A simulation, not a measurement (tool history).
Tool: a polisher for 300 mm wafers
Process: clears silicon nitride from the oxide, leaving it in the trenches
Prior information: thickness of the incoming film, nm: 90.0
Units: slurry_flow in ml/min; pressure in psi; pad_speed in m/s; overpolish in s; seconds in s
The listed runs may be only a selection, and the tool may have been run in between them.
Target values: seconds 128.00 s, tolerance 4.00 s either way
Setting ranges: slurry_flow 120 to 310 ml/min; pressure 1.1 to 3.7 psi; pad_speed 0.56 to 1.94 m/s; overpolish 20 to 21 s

Run 1, hour 0.0: slurry_flow 200 ml/min, pressure 2.4 psi, pad_speed 1.24 m/s, overpolish 20 s. Result: seconds 103.13 s.
Run 2, hour 4.8: slurry_flow 200 ml/min, pressure 2.4 psi, pad_speed 1.24 m/s, overpolish 21 s. Result: seconds 101.83 s.
Run 3, hour 8.0: slurry_flow 200 ml/min, pressure 2.3 psi, pad_speed 1.24 m/s, overpolish 21 s. Result: seconds 106.66 s.
Run 4, hour 13.2: slurry_flow 200 ml/min, pressure 2.2 psi, pad_speed 1.24 m/s, overpolish 21 s. Result: seconds 109.44 s.
Run 5, hour 21.0: slurry_flow 200 ml/min, pressure 2.2 psi, pad_speed 1.24 m/s, overpolish 20 s. Result: seconds 114.17 s.
Run 6, hour 29.0: slurry_flow 195 ml/min, pressure 2.1 psi, pad_speed 1.24 m/s, overpolish 20 s. Result: seconds 117.04 s.
Run 7, hour 30.1: slurry_flow 190 ml/min, pressure 2.0 psi, pad_speed 1.24 m/s, overpolish 20 s. Result: seconds 123.82 s.
Run 8, hour 37.2: slurry_flow 185 ml/min, pressure 2.0 psi, pad_speed 1.24 m/s, overpolish 20 s. Result: seconds 123.00 s.

4 next moves are on the table. One of them brings every result within its allowed miss. Which?
Run A, hour 44.3: slurry_flow 195 ml/min, pressure 2.0 psi, pad_speed 1.26 m/s, overpolish 20 s. Result: seconds ?.
Run B, hour 44.3: slurry_flow 180 ml/min, pressure 2.2 psi, pad_speed 1.16 m/s, overpolish 20 s. Result: seconds ?.
Run C, hour 44.3: slurry_flow 130 ml/min, pressure 1.9 psi, pad_speed 1.34 m/s, overpolish 20 s. Result: seconds ?.
Run D, hour 44.3: slurry_flow 205 ml/min, pressure 2.4 psi, pad_speed 1.06 m/s, overpolish 21 s. Result: seconds ?.

move  seconds
   A   120.31
   B   120.39
   C   128.69
   D   118.36
A: its largest miss is bigger than the last run's
B: its largest miss is bigger than the last run's
C: in spec on every target
D: its largest miss is bigger than the last run's
Move C is the one to make.
